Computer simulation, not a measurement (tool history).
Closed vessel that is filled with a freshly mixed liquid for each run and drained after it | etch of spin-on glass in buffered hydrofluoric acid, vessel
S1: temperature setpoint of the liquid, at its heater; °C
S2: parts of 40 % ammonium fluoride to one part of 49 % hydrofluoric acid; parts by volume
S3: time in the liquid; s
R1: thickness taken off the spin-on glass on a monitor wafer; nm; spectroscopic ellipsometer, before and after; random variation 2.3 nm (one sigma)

run,hour,S1,S2,S3,R1
1,0.0,21.0,18.0,90,198.08
2,7.0,22.0,18.0,90,212.91
3,10.7,24.0,18.0,90,232.52
4,13.2,21.0,18.0,90,198.81
5,16.7,21.0,18.0,90,199.65
# hour 22.0: hydrofluoric acid flow meter replaced
6,22.0,21.0,18.0,90,187.80
7,23.6,25.0,17.5,90,239.25

The next listed run, before its measurement:
8,31.1,25.5,17.5,90,?

Run 8 gave R1 246.90 nm.
